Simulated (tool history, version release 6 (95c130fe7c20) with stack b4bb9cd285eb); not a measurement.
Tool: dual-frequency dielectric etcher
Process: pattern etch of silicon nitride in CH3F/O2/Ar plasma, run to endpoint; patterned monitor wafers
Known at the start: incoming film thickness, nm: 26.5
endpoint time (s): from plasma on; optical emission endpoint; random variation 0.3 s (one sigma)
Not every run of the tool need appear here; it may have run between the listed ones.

run 1 hour=0 | source_power_(kW)=0.43 bias_power_(kW)=0.084 | endpoint_time_(s)=35.687
run 2 hour=8.9 | source_power_(kW)=0.41 bias_power_(kW)=0.083 | endpoint_time_(s)=36.501
run 3 hour=14.7 | source_power_(kW)=0.4 bias_power_(kW)=0.082 | endpoint_time_(s)=37.486
run 4 hour=16.6 | source_power_(kW)=0.39 bias_power_(kW)=0.082 | endpoint_time_(s)=37.539
run 5 hour=20.3 | source_power_(kW)=0.45 bias_power_(kW)=0.082 | endpoint_time_(s)=35.234
run 6 hour=22 | source_power_(kW)=0.48 bias_power_(kW)=0.082 | endpoint_time_(s)=34.097

Run 7 is up next; what results do you expect?
run 7 hour=26.7 | source_power_(kW)=0.46 bias_power_(kW)=0.081 | endpoint_time_(s)=?

Logged for run 7: endpoint time (s) 34.844.
